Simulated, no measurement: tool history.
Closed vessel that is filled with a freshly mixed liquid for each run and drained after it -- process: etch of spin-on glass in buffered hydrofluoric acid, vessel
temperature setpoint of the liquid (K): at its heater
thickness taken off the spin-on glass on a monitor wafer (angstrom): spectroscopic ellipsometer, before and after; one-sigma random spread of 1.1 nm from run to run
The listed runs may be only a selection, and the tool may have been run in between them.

run,hour,temperature setpoint of the liquid (K),parts of 40 % ammonium fluoride to one part of 49 % hydrofluoric acid (parts by volume),time in the liquid (s),thickness taken off the spin-on glass on a monitor wafer (angstrom)
1,0.0,296.15,11.5,100,2415.6
2,1.2,295.65,11.5,100,2353.1
3,3.8,295.65,9.0,100,2880.3
4,6.7,294.65,9.0,100,2705.2
5,14.9,292.65,9.0,100,2452.0
6,23.7,292.65,7.0,100,3213.3
7,31.6,292.15,7.5,100,2881.7

Run 8 has not been measured yet. What should we expect?
8,32.4,291.65,8.0,100,?

Logged for run 8: thickness taken off the spin-on glass on a monitor wafer (angstrom) 2614.8.
